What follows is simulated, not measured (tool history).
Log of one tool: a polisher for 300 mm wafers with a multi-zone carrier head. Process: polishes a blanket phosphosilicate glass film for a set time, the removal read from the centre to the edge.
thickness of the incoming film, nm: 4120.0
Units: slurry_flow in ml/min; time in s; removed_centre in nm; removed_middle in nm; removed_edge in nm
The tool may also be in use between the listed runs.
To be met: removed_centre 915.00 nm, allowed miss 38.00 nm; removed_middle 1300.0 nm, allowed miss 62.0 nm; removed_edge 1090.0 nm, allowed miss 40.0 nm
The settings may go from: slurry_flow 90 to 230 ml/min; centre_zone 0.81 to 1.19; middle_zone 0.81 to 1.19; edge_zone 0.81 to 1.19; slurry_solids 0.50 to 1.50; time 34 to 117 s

{"run": 1, "day": 0.0, "slurry_flow": 150, "centre_zone": 1.0, "middle_zone": 1.0, "edge_zone": 1.0, "slurry_solids": 1.0, "time": 75, "removed_centre": 1136.5, "removed_middle": 1199.8, "removed_edge": 1148.3}
{"run": 2, "day": 0.333, "slurry_flow": 150, "centre_zone": 1.0, "middle_zone": 0.96, "edge_zone": 1.0, "slurry_solids": 1.0, "time": 75, "removed_centre": 1138.4, "removed_middle": 1165.0, "removed_edge": 1167.6}
{"run": 3, "day": 0.467, "slurry_flow": 150, "centre_zone": 1.0, "middle_zone": 0.96, "edge_zone": 1.0, "slurry_solids": 1.0, "time": 93, "removed_centre": 1412.8, "removed_middle": 1448.7, "removed_edge": 1457.8}
{"run": 4, "day": 0.496, "slurry_flow": 145, "centre_zone": 0.97, "middle_zone": 0.98, "edge_zone": 0.98, "slurry_solids": 0.95, "time": 93, "removed_centre": 1355.2, "removed_middle": 1427.7, "removed_edge": 1434.1}
{"run": 5, "day": 0.562, "slurry_flow": 145, "centre_zone": 0.97, "middle_zone": 0.98, "edge_zone": 0.98, "slurry_solids": 0.8, "time": 93, "removed_centre": 1272.5, "removed_middle": 1345.4, "removed_edge": 1308.3}
{"run": 6, "day": 0.604, "slurry_flow": 140, "centre_zone": 0.94, "middle_zone": 1.01, "edge_zone": 0.98, "slurry_solids": 0.75, "time": 93, "removed_centre": 1170.2, "removed_middle": 1321.6, "removed_edge": 1263.7}
{"run": 7, "day": 0.788, "slurry_flow": 135, "centre_zone": 0.92, "middle_zone": 1.03, "edge_zone": 0.97, "slurry_solids": 0.7, "time": 93, "removed_centre": 1093.9, "removed_middle": 1268.0, "removed_edge": 1238.2}
{"run": 8, "day": 0.862, "slurry_flow": 135, "centre_zone": 0.92, "middle_zone": 1.03, "edge_zone": 0.97, "slurry_solids": 0.7, "time": 93, "removed_centre": 1102.4, "removed_middle": 1297.9, "removed_edge": 1236.4}

4 next moves are on the table. One of them brings every result within its allowed miss. Which?
{"run": "A", "day": 0.938, "slurry_flow": 140, "centre_zone": 1.05, "middle_zone": 0.86, "edge_zone": 0.99, "slurry_solids": 0.8, "time": 97, "removed_centre": "?", "removed_middle": "?", "removed_edge": "?"}
{"run": "B", "day": 0.938, "slurry_flow": 165, "centre_zone": 1.04, "middle_zone": 0.89, "edge_zone": 0.91, "slurry_solids": 0.65, "time": 101, "removed_centre": "?", "removed_middle": "?", "removed_edge": "?"}
{"run": "C", "day": 0.938, "slurry_flow": 115, "centre_zone": 0.89, "middle_zone": 1.19, "edge_zone": 0.99, "slurry_solids": 0.65, "time": 85, "removed_centre": "?", "removed_middle": "?", "removed_edge": "?"}
{"run": "D", "day": 0.938, "slurry_flow": 135, "centre_zone": 0.97, "middle_zone": 0.9, "edge_zone": 0.92, "slurry_solids": 0.85, "time": 98, "removed_centre": "?", "removed_middle": "?", "removed_edge": "?"}

move=A removed_centre=1430.00 removed_middle=1264.0 removed_edge=1363.3
move=B removed_centre=1404.30 removed_middle=1285.0 removed_edge=1284.5
move=C removed_centre=942.45 removed_middle=1299.3 removed_edge=1070.6
move=D removed_centre=1355.20 removed_middle=1348.6 removed_edge=1354.3
A: further off than the last run
B: further off than the last run
C: meets every target
D: further off than the last run
Move C is the one to make.

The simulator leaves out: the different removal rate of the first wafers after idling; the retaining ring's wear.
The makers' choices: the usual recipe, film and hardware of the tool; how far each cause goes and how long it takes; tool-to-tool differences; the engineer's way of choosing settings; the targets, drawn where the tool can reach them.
